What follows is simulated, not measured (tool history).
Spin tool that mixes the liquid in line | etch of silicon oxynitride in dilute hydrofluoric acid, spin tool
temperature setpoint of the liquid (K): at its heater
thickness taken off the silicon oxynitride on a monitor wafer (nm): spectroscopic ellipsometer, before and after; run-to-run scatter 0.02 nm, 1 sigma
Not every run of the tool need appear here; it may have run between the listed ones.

| run | hour | temperature setpoint of the liquid (K) | parts of water to one part of 49 % hydrofluoric acid (parts by volume) | time under the liquid (s) | thickness taken off the silicon oxynitride on a monitor wafer (nm) |
|---|---|---|---|---|---|
| 1 | 0 | 295.15 | 235 | 45 | 0.38819 |
| 2 | 7.6 | 291.65 | 235 | 45 | 0.33521 |
| 3 | 12.3 | 291.65 | 160 | 45 | 0.50496 |
| 4 | 13.4 | 291.65 | 235 | 45 | 0.35232 |
| 5 | 15.6 | 292.65 | 195 | 45 | 0.44083 |
| 6 | 23.5 | 292.65 | 195 | 45 | 0.45141 |
| 7 | 25.1 | 294.15 | 175 | 45 | 0.52824 |
| 8 | 30.1 | 295.65 | 160 | 45 | 0.64447 |
| 9 | 33.3 | 296.65 | 155 | 45 | 0.68381 |
| 10 | 37.1 | 297.65 | 150 | 45 | 0.7614 |
|  | 37.8 | hydrofluoric acid flow meter replaced |
| 11 | 37.8 | 301.15 | 140 | 45 | 0.82867 |

Forecast run 12:
| 12 | 41.7 | 301.15 | 135 | 45 | ? |

For run 12 the tool returned thickness taken off the silicon oxynitride on a monitor wafer (nm) 0.86722.
